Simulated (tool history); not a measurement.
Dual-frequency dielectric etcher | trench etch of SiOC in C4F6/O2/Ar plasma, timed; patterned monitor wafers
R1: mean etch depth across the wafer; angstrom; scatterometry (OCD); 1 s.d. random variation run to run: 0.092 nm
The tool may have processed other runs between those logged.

run 1 hour=0 | source_power_(W)=380 bias_power_(W)=131 etch_time_(s)=10 | R1=195.37
run 2 hour=2.8 | source_power_(W)=390 bias_power_(W)=131 etch_time_(s)=10 | R1=197.22
run 3 hour=11 | source_power_(W)=390 bias_power_(W)=131 etch_time_(s)=9 | R1=177.75
run 4 hour=12.7 | source_power_(W)=390 bias_power_(W)=131 etch_time_(s)=9 | R1=177.92
run 5 hour=16.6 | source_power_(W)=390 bias_power_(W)=131 etch_time_(s)=9 | R1=178.4
run 6 hour=25.5 | source_power_(W)=400 bias_power_(W)=133 etch_time_(s)=9 | R1=182.64
run 7 hour=28.6 | source_power_(W)=410 bias_power_(W)=134 etch_time_(s)=9 | R1=183.46

For run 8, what comes out?
run 8 hour=35.6 | source_power_(W)=420 bias_power_(W)=136 etch_time_(s)=9 | R1=?

For run 8 the tool returned R1 187.31 angstrom.
